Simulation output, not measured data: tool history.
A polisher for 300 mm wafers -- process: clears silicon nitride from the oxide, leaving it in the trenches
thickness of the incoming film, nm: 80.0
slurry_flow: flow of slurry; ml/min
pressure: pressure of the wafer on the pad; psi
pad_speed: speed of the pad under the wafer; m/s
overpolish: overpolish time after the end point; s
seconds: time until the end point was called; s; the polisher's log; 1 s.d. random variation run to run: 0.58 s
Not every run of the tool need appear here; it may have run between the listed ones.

{"run": 1, "hour": 0.0, "slurry_flow": 235, "pressure": 3, "pad_speed": 1.28, "overpolish": 12, "seconds": 63.762}
{"run": 2, "hour": 8.4, "slurry_flow": 260, "pressure": 3, "pad_speed": 1.28, "overpolish": 12, "seconds": 62.475}
{"run": 3, "hour": 17.3, "slurry_flow": 260, "pressure": 3, "pad_speed": 1.52, "overpolish": 12, "seconds": 53.746}
{"run": 4, "hour": 23.8, "slurry_flow": 305, "pressure": 3, "pad_speed": 1.52, "overpolish": 12, "seconds": 50.263}
{"run": 5, "hour": 31.1, "slurry_flow": 305, "pressure": 2.5, "pad_speed": 1.52, "overpolish": 12, "seconds": 62.695}
{"run": 6, "hour": 34.0, "slurry_flow": 330, "pressure": 2.5, "pad_speed": 1.52, "overpolish": 12, "seconds": 60.194}
{"run": 7, "hour": 38.8, "slurry_flow": 330, "pressure": 2.5, "pad_speed": 1.52, "overpolish": 12, "seconds": 62.401}

Predict the results of run 8:
{"run": 8, "hour": 40.9, "slurry_flow": 330, "pressure": 2.9, "pad_speed": 1.54, "overpolish": 12, "seconds": "?"}

{"run 8": {"seconds": 53.444}}
